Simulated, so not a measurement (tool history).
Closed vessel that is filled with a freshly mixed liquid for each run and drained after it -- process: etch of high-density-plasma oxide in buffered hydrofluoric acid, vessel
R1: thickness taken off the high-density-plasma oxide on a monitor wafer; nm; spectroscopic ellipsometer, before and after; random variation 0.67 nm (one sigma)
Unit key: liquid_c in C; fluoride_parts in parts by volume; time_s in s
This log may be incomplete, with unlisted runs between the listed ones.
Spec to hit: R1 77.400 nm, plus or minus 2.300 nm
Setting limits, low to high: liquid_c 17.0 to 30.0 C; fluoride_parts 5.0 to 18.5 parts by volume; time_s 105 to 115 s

Run 1, hour 0.0: liquid_c 22.0 C, fluoride_parts 11.5 parts by volume, time_s 105 s. Result: R1 96.310 nm.
Run 2, hour 2.5: liquid_c 24.0 C, fluoride_parts 11.5 parts by volume, time_s 105 s. Result: R1 104.830 nm.
Run 3, hour 6.7: liquid_c 23.0 C, fluoride_parts 11.5 parts by volume, time_s 105 s. Result: R1 98.219 nm.
Run 4, hour 13.7: liquid_c 23.0 C, fluoride_parts 10.0 parts by volume, time_s 105 s. Result: R1 113.950 nm.
Run 5, hour 16.6: liquid_c 23.0 C, fluoride_parts 10.0 parts by volume, time_s 105 s. Result: R1 115.280 nm.
Run 6, hour 19.4: liquid_c 22.0 C, fluoride_parts 10.0 parts by volume, time_s 105 s. Result: R1 108.230 nm.
Run 7, hour 23.6: liquid_c 22.0 C, fluoride_parts 10.0 parts by volume, time_s 105 s. Result: R1 108.070 nm.
Run 8, hour 30.9: liquid_c 21.5 C, fluoride_parts 10.0 parts by volume, time_s 105 s. Result: R1 106.520 nm.
Run 9, hour 32.1: liquid_c 17.5 C, fluoride_parts 11.5 parts by volume, time_s 105 s. Result: R1 73.788 nm.

Which of these 5 next moves meets every target?
Run A, hour 33.3: liquid_c 17.5 C, fluoride_parts 12.5 parts by volume, time_s 105 s. Result: R1 ?.
Run B, hour 33.3: liquid_c 17.0 C, fluoride_parts 11.5 parts by volume, time_s 105 s. Result: R1 ?.
Run C, hour 33.3: liquid_c 18.5 C, fluoride_parts 12.5 parts by volume, time_s 105 s. Result: R1 ?.
Run D, hour 33.3: liquid_c 18.5 C, fluoride_parts 11.5 parts by volume, time_s 110 s. Result: R1 ?.
Run E, hour 33.3: liquid_c 18.0 C, fluoride_parts 12.5 parts by volume, time_s 115 s. Result: R1 ?.

move      R1
   A  68.646
   B  72.388
   C  72.657
   D  82.587
   E  77.353
A: the biggest miss grows against the last run
B: the biggest miss grows against the last run
C: the biggest miss grows against the last run
D: carries the result that was furthest off beyond its target, to the other side
E: every result within its allowed miss
So the answer is move E, the one that meets all the targets.
